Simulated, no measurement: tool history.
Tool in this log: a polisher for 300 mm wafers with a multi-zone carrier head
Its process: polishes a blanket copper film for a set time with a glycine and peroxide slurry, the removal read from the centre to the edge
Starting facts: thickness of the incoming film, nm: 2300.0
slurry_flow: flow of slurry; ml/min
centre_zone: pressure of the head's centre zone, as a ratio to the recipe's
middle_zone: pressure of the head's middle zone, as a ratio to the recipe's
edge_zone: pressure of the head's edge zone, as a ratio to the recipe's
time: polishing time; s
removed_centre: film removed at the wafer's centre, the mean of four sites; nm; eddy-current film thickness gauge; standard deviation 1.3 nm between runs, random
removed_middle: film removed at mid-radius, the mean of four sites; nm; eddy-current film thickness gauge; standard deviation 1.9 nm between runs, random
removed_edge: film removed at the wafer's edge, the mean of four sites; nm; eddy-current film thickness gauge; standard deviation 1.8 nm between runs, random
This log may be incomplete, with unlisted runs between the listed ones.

run 1 day=0 | slurry_flow=320 centre_zone=1 middle_zone=1 edge_zone=1 time=86 | removed_centre=361.25 removed_middle=355.12 removed_edge=348.03
run 2 day=0.233 | slurry_flow=320 centre_zone=1 middle_zone=1.08 edge_zone=1 time=86 | removed_centre=358.77 removed_middle=381.29 removed_edge=352.23
run 3 day=0.429 | slurry_flow=320 centre_zone=1 middle_zone=1.08 edge_zone=1 time=77 | removed_centre=321.63 removed_middle=340.65 removed_edge=309.2
run 4 day=0.75 | slurry_flow=320 centre_zone=1 middle_zone=1.08 edge_zone=1.07 time=77 | removed_centre=323.28 removed_middle=338.68 removed_edge=323.71
run 5 day=1.092 | slurry_flow=320 centre_zone=1 middle_zone=1.08 edge_zone=1.07 time=93 | removed_centre=389.62 removed_middle=405.97 removed_edge=387.73
run 6 day=1.142 | slurry_flow=320 centre_zone=0.99 middle_zone=1.06 edge_zone=1.03 time=82 | removed_centre=343.09 removed_middle=349.05 removed_edge=339.3
run 7 day=1.229 | slurry_flow=310 centre_zone=0.98 middle_zone=1.07 edge_zone=1 time=73 | removed_centre=296.57 removed_middle=318.72 removed_edge=293.6
run 8 day=1.462 | slurry_flow=285 centre_zone=0.91 middle_zone=0.97 edge_zone=0.9 time=49 | removed_centre=184.23 removed_middle=192.96 removed_edge=187.01
run 9 day=1.788 | slurry_flow=310 centre_zone=0.92 middle_zone=0.99 edge_zone=0.91 time=49 | removed_centre=187.17 removed_middle=197.91 removed_edge=187.92
run 10 day=2.058 | slurry_flow=310 centre_zone=0.93 middle_zone=1.01 edge_zone=0.93 time=49 | removed_centre=189.94 removed_middle=201.82 removed_edge=192.02
run 11 day=2.146 | slurry_flow=310 centre_zone=0.94 middle_zone=1.03 edge_zone=0.94 time=49 | removed_centre=191.38 removed_middle=208.63 removed_edge=189.63
run 12 day=2.379 | slurry_flow=310 centre_zone=0.95 middle_zone=1.04 edge_zone=0.96 time=49 | removed_centre=194.48 removed_middle=206.84 removed_edge=193.33

Forecast run 13:
run 13 day=2.462 | slurry_flow=390 centre_zone=0.97 middle_zone=1.12 edge_zone=0.99 time=50 | removed_centre=? removed_middle=? removed_edge=?

Run 13 produced removed_centre 207.32 nm, removed_middle 228.87 nm, removed_edge 204.84 nm.

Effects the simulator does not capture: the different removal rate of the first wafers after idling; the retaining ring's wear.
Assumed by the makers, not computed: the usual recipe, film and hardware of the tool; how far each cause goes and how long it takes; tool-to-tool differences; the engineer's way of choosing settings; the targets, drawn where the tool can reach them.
